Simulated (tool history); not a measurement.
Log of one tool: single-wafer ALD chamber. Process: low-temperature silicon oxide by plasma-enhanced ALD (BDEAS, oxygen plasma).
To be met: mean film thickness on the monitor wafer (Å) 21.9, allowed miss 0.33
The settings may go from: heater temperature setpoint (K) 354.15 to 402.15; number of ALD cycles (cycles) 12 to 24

run,hour,heater temperature setpoint (K),number of ALD cycles (cycles),mean film thickness on the monitor wafer (Å)
1,0,378.15,18,24.719
2,2,388.15,18,24.363
3,8.9,381.15,18,24.601
4,9.9,382.15,18,24.538
5,14.9,383.15,18,24.462
6,16.8,383.15,20,27.283
7,22.5,384.15,19,25.827
8,24,386.15,17,23.095
9,28.2,387.15,17,23.036
10,29.4,388.15,17,23.031
11,36.1,389.15,17,22.933
12,41.1,390.15,17,22.899
13,44.4,391.15,17,22.839
14,48.7,392.15,17,22.785
15,56,393.15,17,22.767
16,62.3,394.15,17,22.772
17,63.1,395.15,17,22.665
18,69.5,397.15,17,22.681
19,77.4,398.15,17,22.518
20,78.8,399.15,17,22.626
21,81.9,400.15,16,21.119
22,86,399.15,16,21.217
23,91,398.15,16,21.213
24,92.8,397.15,16,21.34
25,98.5,391.15,16,21.459

Which of these 4 next moves meets every target?
A,104.2,402.15,16,?
B,104.2,376.15,16,?
C,104.2,372.15,15,?
D,104.2,380.15,15,?

move,mean film thickness on the monitor wafer (Å)
A,21.014
B,21.925
C,20.697
D,20.423
A: further off than the last run
B: meets every target
C: further off than the last run
D: further off than the last run
The right move is B.
